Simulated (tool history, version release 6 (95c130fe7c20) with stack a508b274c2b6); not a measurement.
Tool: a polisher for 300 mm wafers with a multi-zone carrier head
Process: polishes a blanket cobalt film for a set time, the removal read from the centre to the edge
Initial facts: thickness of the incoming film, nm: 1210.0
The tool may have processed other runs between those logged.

run,hour,flow of slurry (ml/min),pressure of the head's centre zone,pressure of the head's middle zone,pressure of the head's edge zone,polishing time (s),film removed at the wafer's centre (nm),film removed at mid-radius (nm),film removed at the wafer's edge (nm)
1,0.0,160,1.00,1.00,1.00,70,241.82,236.34,247.60
2,3.0,160,1.00,1.00,1.00,83,285.76,291.03,295.54
3,7.6,160,1.00,1.08,1.00,83,285.49,310.51,292.23
4,9.9,165,1.02,1.09,0.98,83,288.90,319.69,291.14
5,14.8,165,1.02,1.09,0.95,83,292.41,310.15,290.40
6,16.8,170,1.05,1.11,0.95,82,302.08,313.77,279.74
7,24.0,175,1.06,1.12,0.95,82,298.22,309.79,282.64

What will run 8 give?
8,28.0,170,1.07,1.13,0.93,83,?,?,?

Run 8 came out at film removed at the wafer's centre (nm) 311.25, film removed at mid-radius (nm) 327.32, film removed at the wafer's edge (nm) 287.13.
